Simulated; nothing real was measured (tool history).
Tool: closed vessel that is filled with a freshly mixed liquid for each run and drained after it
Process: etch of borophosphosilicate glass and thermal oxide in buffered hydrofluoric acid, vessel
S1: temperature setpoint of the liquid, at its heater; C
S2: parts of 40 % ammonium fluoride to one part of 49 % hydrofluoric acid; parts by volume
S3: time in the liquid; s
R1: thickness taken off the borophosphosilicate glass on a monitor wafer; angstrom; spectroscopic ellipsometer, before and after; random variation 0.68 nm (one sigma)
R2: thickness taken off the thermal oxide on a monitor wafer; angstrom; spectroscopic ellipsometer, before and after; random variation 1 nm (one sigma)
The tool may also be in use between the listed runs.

run,day,S1,S2,S3,R1,R2
1,0,25,20.5,75,460.58,464.18
2,0.354,26.5,17.5,80,612.18,626.49
3,0.596,26.5,17.5,70,539.56,540.46
4,0.679,26.5,17.5,95,734.84,737.78
5,0.892,28,15,95,927.46,929.32
6,1.038,31.5,15,95,1112.5,1119.5
7,1.267,31.5,13.5,95,1226.9,1244.5
8,1.358,31.5,12.5,95,1327.2,1349.7
9,1.446,31.5,12,95,1383.8,1385.6
10,1.55,31.5,11.5,95,1442.5,1447.8

Forecast run 11:
11,1.838,31.5,11,95,?,?

Run 11 gave R1 1515.4 angstrom, R2 1511.8 angstrom.
